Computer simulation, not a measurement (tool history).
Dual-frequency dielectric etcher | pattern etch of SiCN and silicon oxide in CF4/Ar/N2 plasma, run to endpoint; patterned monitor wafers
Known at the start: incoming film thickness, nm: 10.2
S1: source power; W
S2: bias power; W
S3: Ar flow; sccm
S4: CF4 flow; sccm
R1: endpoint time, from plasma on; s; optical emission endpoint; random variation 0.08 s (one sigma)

| run | hour | S1 | S2 | S3 | S4 | R1 |
|---|---|---|---|---|---|---|
| 1 | 0.0 | 380 | 65 | 106 | 43 | 16.148 |
| 2 | 5.6 | 390 | 65 | 106 | 43 | 15.889 |
| 3 | 14.0 | 390 | 65 | 123 | 43 | 16.381 |
| 4 | 19.9 | 390 | 53 | 123 | 43 | 17.679 |
| 5 | 25.4 | 400 | 53 | 123 | 43 | 17.406 |
| 6 | 30.0 | 370 | 53 | 123 | 43 | 18.863 |
| 7 | 32.4 | 390 | 53 | 123 | 43 | 17.823 |
| 8 | 39.0 | 400 | 53 | 123 | 43 | 17.293 |

The next listed run, before its measurement:
| 9 | 40.6 | 410 | 53 | 123 | 43 | ? |

R1: 16.828 s

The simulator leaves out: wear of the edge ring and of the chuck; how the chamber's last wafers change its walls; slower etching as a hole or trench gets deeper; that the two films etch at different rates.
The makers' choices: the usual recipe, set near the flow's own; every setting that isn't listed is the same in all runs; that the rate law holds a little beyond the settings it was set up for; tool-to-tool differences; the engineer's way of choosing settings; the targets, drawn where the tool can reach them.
